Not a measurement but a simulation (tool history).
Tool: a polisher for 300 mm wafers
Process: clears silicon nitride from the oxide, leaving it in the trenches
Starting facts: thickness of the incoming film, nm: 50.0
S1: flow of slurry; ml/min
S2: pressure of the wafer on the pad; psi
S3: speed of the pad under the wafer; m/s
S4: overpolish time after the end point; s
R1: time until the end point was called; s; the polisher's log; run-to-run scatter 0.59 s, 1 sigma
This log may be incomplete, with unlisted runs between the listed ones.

| run | hour | S1 | S2 | S3 | S4 | R1 |
|---|---|---|---|---|---|---|
| 1 | 0.0 | 135 | 2.2 | 0.78 | 15 | 98.83 |
| 2 | 3.2 | 135 | 2.2 | 0.68 | 15 | 113.97 |
| 3 | 9.2 | 135 | 2.2 | 0.50 | 15 | 151.48 |
| 4 | 12.7 | 135 | 1.7 | 0.50 | 15 | 178.11 |
| 5 | 17.2 | 155 | 1.7 | 0.50 | 15 | 172.87 |
| 6 | 22.1 | 155 | 1.7 | 0.50 | 15 | 172.94 |
| 7 | 28.2 | 160 | 2.0 | 0.52 | 15 | 149.58 |
| 8 | 30.1 | 165 | 2.3 | 0.54 | 15 | 131.26 |

Forecast run 9:
| 9 | 31.8 | 170 | 2.5 | 0.56 | 15 | ? |

Run 9 measured R1 118.74 s.

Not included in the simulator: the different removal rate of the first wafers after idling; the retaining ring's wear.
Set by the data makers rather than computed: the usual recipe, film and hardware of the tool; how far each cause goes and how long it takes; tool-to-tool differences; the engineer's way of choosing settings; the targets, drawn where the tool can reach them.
